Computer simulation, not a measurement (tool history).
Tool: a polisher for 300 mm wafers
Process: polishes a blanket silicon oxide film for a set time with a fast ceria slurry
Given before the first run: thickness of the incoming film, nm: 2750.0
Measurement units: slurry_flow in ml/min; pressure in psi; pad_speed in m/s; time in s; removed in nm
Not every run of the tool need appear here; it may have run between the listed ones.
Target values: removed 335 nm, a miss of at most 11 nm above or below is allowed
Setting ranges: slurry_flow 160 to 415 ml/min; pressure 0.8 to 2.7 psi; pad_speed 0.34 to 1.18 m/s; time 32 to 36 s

| run | hour | slurry_flow | pressure | pad_speed | time | removed |
|---|---|---|---|---|---|---|
| 1 | 0 | 265 | 1.7 | 0.76 | 36 | 275.13 |
| 2 | 4 | 265 | 1.7 | 0.86 | 36 | 305.44 |
| 3 | 10.4 | 265 | 1.3 | 0.86 | 36 | 234.76 |
| 4 | 17.1 | 265 | 1.3 | 0.86 | 36 | 236.39 |
| 5 | 19.8 | 315 | 1.3 | 0.86 | 36 | 240.23 |
| 6 | 24.3 | 315 | 1.4 | 0.86 | 36 | 260.75 |
| 7 | 33.3 | 320 | 1.4 | 0.86 | 36 | 259.56 |
| 8 | 42 | 330 | 1.6 | 0.86 | 36 | 295.52 |
| 9 | 44.5 | 335 | 1.7 | 0.86 | 36 | 314.25 |

Which single option among these 4 for the next run brings every result within its allowed miss of target? Just one does.
| A | 47 | 330 | 1.9 | 0.82 | 36 | ? |
| B | 47 | 380 | 1.7 | 0.88 | 34 | ? |
| C | 47 | 395 | 2.1 | 0.9 | 32 | ? |
| D | 47 | 320 | 1.8 | 0.92 | 36 | ? |

| move | removed |
|---|---|
| A | 334.41 |
| B | 307.1 |
| C | 363.88 |
| D | 353.94 |
A: every result lands within tolerance
B: lands further from the targets than the last run did
C: carries the result that was furthest off beyond its target, to the other side
D: carries the result that was furthest off beyond its target, to the other side
Move A is the one to make.
